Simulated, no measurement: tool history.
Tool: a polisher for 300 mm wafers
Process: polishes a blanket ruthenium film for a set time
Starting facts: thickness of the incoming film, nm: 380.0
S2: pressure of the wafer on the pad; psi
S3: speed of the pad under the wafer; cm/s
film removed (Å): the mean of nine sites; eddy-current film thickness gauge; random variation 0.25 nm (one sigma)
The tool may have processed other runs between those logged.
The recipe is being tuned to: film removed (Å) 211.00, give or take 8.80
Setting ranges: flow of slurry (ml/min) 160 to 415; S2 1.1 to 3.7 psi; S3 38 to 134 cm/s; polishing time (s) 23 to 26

Run 1, hour 0.0: flow of slurry (ml/min) 265, S2 2.4 psi, S3 86 cm/s, polishing time (s) 26. Result: film removed (Å) 285.22.
Run 2, hour 0.5: flow of slurry (ml/min) 295, S2 2.4 psi, S3 86 cm/s, polishing time (s) 26. Result: film removed (Å) 290.97.
Run 3, hour 3.6: flow of slurry (ml/min) 295, S2 2.7 psi, S3 86 cm/s, polishing time (s) 26. Result: film removed (Å) 316.39.
Run 4, hour 8.1: flow of slurry (ml/min) 295, S2 2.5 psi, S3 86 cm/s, polishing time (s) 26. Result: film removed (Å) 308.27.
Run 5, hour 10.7: flow of slurry (ml/min) 295, S2 2.5 psi, S3 86 cm/s, polishing time (s) 23. Result: film removed (Å) 258.64.
Run 6, hour 13.0: flow of slurry (ml/min) 340, S2 2.5 psi, S3 86 cm/s, polishing time (s) 23. Result: film removed (Å) 269.26.
Run 7, hour 21.4: flow of slurry (ml/min) 340, S2 2.4 psi, S3 86 cm/s, polishing time (s) 23. Result: film removed (Å) 254.88.
Run 8, hour 28.7: flow of slurry (ml/min) 340, S2 2.3 psi, S3 86 cm/s, polishing time (s) 23. Result: film removed (Å) 243.43.
Run 9, hour 35.3: flow of slurry (ml/min) 340, S2 2.2 psi, S3 86 cm/s, polishing time (s) 23. Result: film removed (Å) 240.25.
Run 10, hour 37.7: flow of slurry (ml/min) 340, S2 2.1 psi, S3 86 cm/s, polishing time (s) 23. Result: film removed (Å) 229.76.

5 candidate next runs follow, results not yet known. Just one meets every target within its allowed miss. Identify it.
Run A, hour 40.1: flow of slurry (ml/min) 260, S2 2.1 psi, S3 102 cm/s, polishing time (s) 24. Result: film removed (Å) ?.
Run B, hour 40.1: flow of slurry (ml/min) 305, S2 2.3 psi, S3 86 cm/s, polishing time (s) 25. Result: film removed (Å) ?.
Run C, hour 40.1: flow of slurry (ml/min) 370, S2 2.1 psi, S3 88 cm/s, polishing time (s) 24. Result: film removed (Å) ?.
Run D, hour 40.1: flow of slurry (ml/min) 330, S2 2.0 psi, S3 78 cm/s, polishing time (s) 24. Result: film removed (Å) ?.
Run E, hour 40.1: flow of slurry (ml/min) 415, S2 2.0 psi, S3 86 cm/s, polishing time (s) 26. Result: film removed (Å) ?.

move  film removed (Å)
   A            265.08
   B            264.52
   C            241.11
   D            205.68
   E            246.35
A: moves away from the targets compared with the last run
B: moves away from the targets compared with the last run
C: moves away from the targets compared with the last run
D: meets every target
E: moves away from the targets compared with the last run
D is the move that brings every result within its allowed miss.

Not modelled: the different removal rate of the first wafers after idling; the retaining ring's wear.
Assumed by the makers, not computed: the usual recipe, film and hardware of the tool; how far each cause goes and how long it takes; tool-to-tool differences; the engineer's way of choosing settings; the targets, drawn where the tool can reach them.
